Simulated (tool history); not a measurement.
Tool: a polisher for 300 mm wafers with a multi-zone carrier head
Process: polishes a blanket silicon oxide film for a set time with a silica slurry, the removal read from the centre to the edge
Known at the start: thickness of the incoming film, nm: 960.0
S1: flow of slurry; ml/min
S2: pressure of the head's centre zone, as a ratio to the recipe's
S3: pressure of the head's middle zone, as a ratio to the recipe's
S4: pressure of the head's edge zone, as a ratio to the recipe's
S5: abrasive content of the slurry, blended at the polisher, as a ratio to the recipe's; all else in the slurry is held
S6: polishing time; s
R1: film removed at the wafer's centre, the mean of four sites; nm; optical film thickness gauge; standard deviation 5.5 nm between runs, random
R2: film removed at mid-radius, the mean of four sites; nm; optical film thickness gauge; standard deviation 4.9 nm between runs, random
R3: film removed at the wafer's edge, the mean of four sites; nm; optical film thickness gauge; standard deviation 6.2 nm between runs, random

run 1 hour=0.0 | S1=125 S2=1.00 S3=1.00 S4=1.00 S5=1.00 S6=52 | R1=289.09 R2=306.25 R3=298.96
run 2 hour=2.2 | S1=135 S2=1.00 S3=1.00 S4=1.00 S5=1.00 S6=52 | R1=285.55 R2=306.53 R3=304.48
run 3 hour=5.6 | S1=135 S2=1.02 S3=0.98 S4=1.01 S5=1.05 S6=53 | R1=302.86 R2=311.70 R3=310.93
run 4 hour=7.8 | S1=135 S2=1.08 S3=0.98 S4=1.01 S5=1.05 S6=53 | R1=325.76 R2=307.05 R3=313.39
run 5 hour=14.1 | S1=140 S2=1.09 S3=0.97 S4=1.03 S5=1.10 S6=54 | R1=343.17 R2=321.21 R3=324.12
run 6 hour=15.3 | S1=140 S2=1.09 S3=0.97 S4=1.03 S5=1.25 S6=54 | R1=361.90 R2=342.39 R3=350.71
run 7 hour=16.3 | S1=140 S2=1.10 S3=0.95 S4=1.05 S5=1.30 S6=55 | R1=378.47 R2=355.90 R3=361.77
run 8 hour=25.2 | S1=140 S2=1.11 S3=0.93 S4=1.07 S5=1.35 S6=56 | R1=403.04 R2=365.79 R3=385.32
run 9 hour=33.5 | S1=175 S2=1.17 S3=0.86 S4=1.17 S5=1.50 S6=56 | R1=454.50 R2=360.88 R3=428.56

Run 10, settings as shown, results not yet in. Your forecast:
run 10 hour=35.4 | S1=175 S2=1.17 S3=0.86 S4=1.17 S5=1.50 S6=57 | R1=? R2=? R3=?

{"run 10": {"R1": 457.81, "R2": 358.57, "R3": 433.99}}
